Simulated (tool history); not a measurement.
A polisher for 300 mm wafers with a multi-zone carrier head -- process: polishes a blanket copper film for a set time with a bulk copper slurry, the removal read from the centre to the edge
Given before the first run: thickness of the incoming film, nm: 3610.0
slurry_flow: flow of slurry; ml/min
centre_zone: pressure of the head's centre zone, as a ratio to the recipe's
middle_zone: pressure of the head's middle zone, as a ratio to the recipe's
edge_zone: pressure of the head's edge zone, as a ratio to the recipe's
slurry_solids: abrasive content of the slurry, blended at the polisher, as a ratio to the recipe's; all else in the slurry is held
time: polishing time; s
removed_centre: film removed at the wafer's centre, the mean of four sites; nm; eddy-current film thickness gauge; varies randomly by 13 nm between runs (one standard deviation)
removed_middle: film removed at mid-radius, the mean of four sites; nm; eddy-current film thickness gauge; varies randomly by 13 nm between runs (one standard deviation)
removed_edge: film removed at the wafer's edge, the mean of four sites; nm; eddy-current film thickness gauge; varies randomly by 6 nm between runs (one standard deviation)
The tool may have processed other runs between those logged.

| run | hour | slurry_flow | centre_zone | middle_zone | edge_zone | slurry_solids | time | removed_centre | removed_middle | removed_edge |
|---|---|---|---|---|---|---|---|---|---|---|
| 1 | 0 | 310 | 1 | 1 | 1 | 1 | 50 | 785.74 | 737.7 | 768.51 |
| 2 | 2.5 | 325 | 1.05 | 1.04 | 1.04 | 1.15 | 51 | 847.7 | 807.77 | 814.45 |
| 3 | 11.1 | 325 | 1.05 | 1.04 | 1.04 | 1.15 | 64 | 1065.6 | 998.7 | 1025.4 |
| 4 | 13.8 | 325 | 1.05 | 1.04 | 1.04 | 1.35 | 64 | 1094.7 | 1054.3 | 1055.4 |
| 5 | 22.3 | 320 | 1.06 | 1.04 | 1.01 | 1.3 | 64 | 1102.5 | 1031.4 | 1037.5 |
| 6 | 28.5 | 320 | 1.06 | 1.04 | 1.01 | 1.3 | 70 | 1192.2 | 1122.9 | 1126.3 |
| 7 | 31.9 | 310 | 1.06 | 1.03 | 0.96 | 1.25 | 70 | 1176.8 | 1119.7 | 1102 |
| 8 | 36.8 | 305 | 1.07 | 1.01 | 0.92 | 1.2 | 70 | 1183 | 1092.8 | 1073.7 |

Expected results for the next run?
| 9 | 43.1 | 280 | 1.06 | 0.96 | 0.82 | 1 | 69 | ? | ? | ? |

Run 9 produced removed_centre 1106.6 nm, removed_middle 969.46 nm, removed_edge 957.64 nm.

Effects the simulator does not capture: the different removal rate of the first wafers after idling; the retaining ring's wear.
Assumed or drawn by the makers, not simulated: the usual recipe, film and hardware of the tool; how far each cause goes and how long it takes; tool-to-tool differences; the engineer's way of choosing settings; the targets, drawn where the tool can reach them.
